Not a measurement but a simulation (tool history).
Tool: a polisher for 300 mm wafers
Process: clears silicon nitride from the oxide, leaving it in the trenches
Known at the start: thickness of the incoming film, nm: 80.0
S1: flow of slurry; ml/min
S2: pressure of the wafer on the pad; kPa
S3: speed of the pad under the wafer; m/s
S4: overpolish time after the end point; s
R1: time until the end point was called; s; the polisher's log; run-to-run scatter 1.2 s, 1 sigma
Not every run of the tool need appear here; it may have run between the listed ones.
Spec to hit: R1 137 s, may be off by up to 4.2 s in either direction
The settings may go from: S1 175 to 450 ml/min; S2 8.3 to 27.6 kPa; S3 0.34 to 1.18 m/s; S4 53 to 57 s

Run 1, hour 0: S1 290 ml/min, S2 17.9 kPa, S3 0.76 m/s, S4 53 s. Result: R1 108.77 s.
Run 2, hour 7.2: S1 290 ml/min, S2 20 kPa, S3 0.76 m/s, S4 53 s. Result: R1 99.1 s.
Run 3, hour 16.2: S1 290 ml/min, S2 17.9 kPa, S3 0.76 m/s, S4 53 s. Result: R1 111.41 s.
Run 4, hour 19: S1 290 ml/min, S2 22.1 kPa, S3 0.76 m/s, S4 53 s. Result: R1 92.718 s.
Run 5, hour 22.7: S1 290 ml/min, S2 22.1 kPa, S3 0.76 m/s, S4 57 s. Result: R1 91.735 s.
Run 6, hour 27.6: S1 290 ml/min, S2 20 kPa, S3 0.76 m/s, S4 57 s. Result: R1 101.17 s.
Run 7, hour 35.9: S1 290 ml/min, S2 17.9 kPa, S3 0.76 m/s, S4 57 s. Result: R1 110.08 s.
Run 8, hour 36.6: S1 290 ml/min, S2 16.5 kPa, S3 0.76 m/s, S4 57 s. Result: R1 119.96 s.
At hour 41.7: slurry nozzle cleaned.
Run 9, hour 41.7: S1 290 ml/min, S2 15.9 kPa, S3 0.76 m/s, S4 57 s. Result: R1 121.84 s.
Run 10, hour 48.5: S1 290 ml/min, S2 15.2 kPa, S3 0.76 m/s, S4 57 s. Result: R1 129.66 s.

Which of these 5 next moves meets every target?
Run A, hour 55.3: S1 245 ml/min, S2 17.2 kPa, S3 0.68 m/s, S4 56 s. Result: R1 ?.
Run B, hour 55.3: S1 310 ml/min, S2 15.9 kPa, S3 0.74 m/s, S4 53 s. Result: R1 ?.
Run C, hour 55.3: S1 230 ml/min, S2 11.7 kPa, S3 0.92 m/s, S4 54 s. Result: R1 ?.
Run D, hour 55.3: S1 405 ml/min, S2 17.9 kPa, S3 0.54 m/s, S4 57 s. Result: R1 ?.
Run E, hour 55.3: S1 175 ml/min, S2 15.2 kPa, S3 0.84 m/s, S4 57 s. Result: R1 ?.

move      R1
   A  125.82
   B   123.5
   C  136.65
   D  146.06
   E  119.31
A: further off than the last run
B: further off than the last run
C: every result lands within tolerance
D: takes the result that was furthest off past its target
E: further off than the last run
The move that meets every target is C.
